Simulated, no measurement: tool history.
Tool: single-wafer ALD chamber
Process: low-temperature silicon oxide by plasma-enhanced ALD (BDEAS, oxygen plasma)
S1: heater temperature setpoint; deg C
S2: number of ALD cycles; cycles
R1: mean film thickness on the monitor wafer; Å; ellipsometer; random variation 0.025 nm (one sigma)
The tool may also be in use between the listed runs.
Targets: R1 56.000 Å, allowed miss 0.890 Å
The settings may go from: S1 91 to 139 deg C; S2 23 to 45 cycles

run,hour,S1,S2,R1
1,0.0,115,34,45.637
2,2.6,115,30,40.637
3,6.4,115,25,33.674
4,10.4,105,25,34.033
5,17.8,105,23,31.578
6,23.7,105,26,35.841
7,26.9,103,28,38.652
8,34.0,95,33,45.779
9,42.1,95,34,47.663
10,48.8,95,35,49.138
11,57.4,95,36,50.269
12,66.0,95,37,51.691
13,68.9,95,38,53.414
14,70.0,94,39,54.810
15,78.3,93,39,55.010

4 next moves are on the table. One of them brings every result within its allowed miss. Which?
A,86.6,91,41,?
B,86.6,108,43,?
C,86.6,95,40,?
D,86.6,93,38,?

move,R1
A,57.591
B,58.024
C,55.465
D,53.034
A: takes the result that was furthest off past its target
B: takes the result that was furthest off past its target
C: meets every target
D: further off than the last run
Move C is the one to make.
